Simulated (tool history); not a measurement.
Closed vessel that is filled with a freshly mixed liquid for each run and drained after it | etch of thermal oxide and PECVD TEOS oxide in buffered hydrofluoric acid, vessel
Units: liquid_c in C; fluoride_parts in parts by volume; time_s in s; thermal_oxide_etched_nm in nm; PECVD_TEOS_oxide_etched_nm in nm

run	hour	liquid_c	fluoride_parts	time_s	thermal_oxide_etched_nm	PECVD_TEOS_oxide_etched_nm
1	0.0	25.0	10.0	60	77.566	161.16
2	8.7	27.0	9.5	60	88.692	187.42
3	9.7	28.0	9.0	60	97.505	203.84
4	16.3	29.0	8.5	60	108.510	229.75
5	21.1	29.0	10.5	60	91.999	190.92
6	24.1	26.0	10.5	60	78.175	164.00

The next listed run, before its measurement:
7	25.6	27.5	9.5	60	?	?

Run 7 gave thermal_oxide_etched_nm 91.434 nm, PECVD_TEOS_oxide_etched_nm 192.09 nm.
